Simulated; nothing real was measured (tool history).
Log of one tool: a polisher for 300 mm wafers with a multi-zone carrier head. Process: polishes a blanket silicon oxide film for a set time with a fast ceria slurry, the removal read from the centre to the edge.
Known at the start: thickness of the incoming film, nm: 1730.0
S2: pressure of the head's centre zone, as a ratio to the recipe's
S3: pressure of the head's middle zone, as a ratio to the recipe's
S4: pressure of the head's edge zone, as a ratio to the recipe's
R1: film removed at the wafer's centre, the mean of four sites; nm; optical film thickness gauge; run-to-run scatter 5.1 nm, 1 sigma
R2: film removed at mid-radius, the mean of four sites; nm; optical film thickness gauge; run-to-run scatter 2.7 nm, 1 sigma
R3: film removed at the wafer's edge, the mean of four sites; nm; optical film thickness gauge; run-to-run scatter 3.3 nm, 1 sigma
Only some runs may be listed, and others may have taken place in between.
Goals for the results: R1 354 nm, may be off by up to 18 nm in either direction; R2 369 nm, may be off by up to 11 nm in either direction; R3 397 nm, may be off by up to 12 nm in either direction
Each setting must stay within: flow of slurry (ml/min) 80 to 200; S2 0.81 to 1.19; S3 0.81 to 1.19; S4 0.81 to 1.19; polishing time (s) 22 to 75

Run 1, hour 0: flow of slurry (ml/min) 130, S2 1, S3 1, S4 1, polishing time (s) 48. Result: R1 443.81 nm, R2 455.09 nm, R3 471.3 nm.
Run 2, hour 6.9: flow of slurry (ml/min) 130, S2 1, S3 1, S4 1, polishing time (s) 42. Result: R1 404.16 nm, R2 403.07 nm, R3 409.24 nm.
Run 3, hour 13.4: flow of slurry (ml/min) 130, S2 1, S3 1, S4 1, polishing time (s) 54. Result: R1 506.09 nm, R2 518.1 nm, R3 526.02 nm.
Run 4, hour 14.1: flow of slurry (ml/min) 125, S2 0.98, S3 0.98, S4 0.98, polishing time (s) 52. Result: R1 473.88 nm, R2 487.78 nm, R3 507.92 nm.
Run 5, hour 20.2: flow of slurry (ml/min) 125, S2 1.06, S3 0.98, S4 0.98, polishing time (s) 52. Result: R1 522.93 nm, R2 480.27 nm, R3 498.28 nm.
Run 6, hour 22.8: flow of slurry (ml/min) 120, S2 1.03, S3 0.97, S4 0.97, polishing time (s) 50. Result: R1 475.28 nm, R2 458.34 nm, R3 474.02 nm.
Run 7, hour 30.8: flow of slurry (ml/min) 115, S2 1.01, S3 0.95, S4 0.96, polishing time (s) 49. Result: R1 453.34 nm, R2 437.06 nm, R3 463.99 nm.
Run 8, hour 35.4: flow of slurry (ml/min) 110, S2 0.99, S3 0.94, S4 0.95, polishing time (s) 48. Result: R1 437.54 nm, R2 418.82 nm, R3 450.52 nm.

4 candidate next runs follow, results not yet known. Just one meets every target within its allowed miss. Identify it.
Run A, hour 40: flow of slurry (ml/min) 95, S2 1.16, S3 0.9, S4 0.93, polishing time (s) 45. Result: R1 ?, R2 ?, R3 ?.
Run B, hour 40: flow of slurry (ml/min) 105, S2 1.03, S3 1.19, S4 0.87, polishing time (s) 42. Result: R1 ?, R2 ?, R3 ?.
Run C, hour 40: flow of slurry (ml/min) 80, S2 0.98, S3 0.98, S4 1, polishing time (s) 44. Result: R1 ?, R2 ?, R3 ?.
Run D, hour 40: flow of slurry (ml/min) 105, S2 1.02, S3 0.93, S4 1.02, polishing time (s) 39. Result: R1 ?, R2 ?, R3 ?.

move      R1      R2      R3
   A  470.86  368.04  408.68
   B  400.91  445.61   374.2
   C  370.33  370.88   401.8
   D  367.96  335.45   375.7
A: lands further from the targets than the last run did
B: lands further from the targets than the last run did
C: in spec on every target
D: the furthest-off result lands on target, but another misses its tolerance
So the answer is move C, the one that meets all the targets.
